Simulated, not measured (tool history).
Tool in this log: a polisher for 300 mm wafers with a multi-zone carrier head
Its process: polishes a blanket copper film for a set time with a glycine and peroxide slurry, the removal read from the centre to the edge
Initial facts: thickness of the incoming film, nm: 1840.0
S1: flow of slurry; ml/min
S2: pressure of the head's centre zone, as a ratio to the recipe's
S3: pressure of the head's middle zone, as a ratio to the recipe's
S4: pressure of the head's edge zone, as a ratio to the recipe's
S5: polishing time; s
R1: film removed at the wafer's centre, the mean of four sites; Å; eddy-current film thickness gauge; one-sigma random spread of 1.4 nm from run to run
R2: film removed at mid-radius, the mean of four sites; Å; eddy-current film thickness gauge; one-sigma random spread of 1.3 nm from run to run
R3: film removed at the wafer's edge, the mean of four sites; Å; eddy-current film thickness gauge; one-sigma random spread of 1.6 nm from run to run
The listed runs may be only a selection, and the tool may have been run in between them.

run,hour,S1,S2,S3,S4,S5,R1,R2,R3
1,0.0,235,1.00,1.00,1.00,56,2359.2,2349.2,2347.7
2,6.4,235,1.00,0.96,1.00,56,2384.7,2283.2,2356.7
3,14.6,235,1.00,0.88,1.00,56,2365.9,2145.0,2399.3
4,18.2,230,1.01,0.87,0.99,53,2299.3,1991.8,2268.5
5,24.3,230,1.01,0.95,0.99,53,2274.6,2146.8,2214.6
6,27.7,225,1.02,0.94,0.98,50,2142.6,1926.1,2038.5
7,34.8,220,1.02,0.93,0.97,48,2007.7,1874.4,1954.8
8,39.1,220,1.03,0.92,0.96,46,1992.9,1807.2,1890.6

What will run 9 give?
9,46.7,215,1.04,0.91,0.96,44,?,?,?

Run 9 produced R1 1893.8 Å, R2 1703.3 Å, R3 1857.9 Å.

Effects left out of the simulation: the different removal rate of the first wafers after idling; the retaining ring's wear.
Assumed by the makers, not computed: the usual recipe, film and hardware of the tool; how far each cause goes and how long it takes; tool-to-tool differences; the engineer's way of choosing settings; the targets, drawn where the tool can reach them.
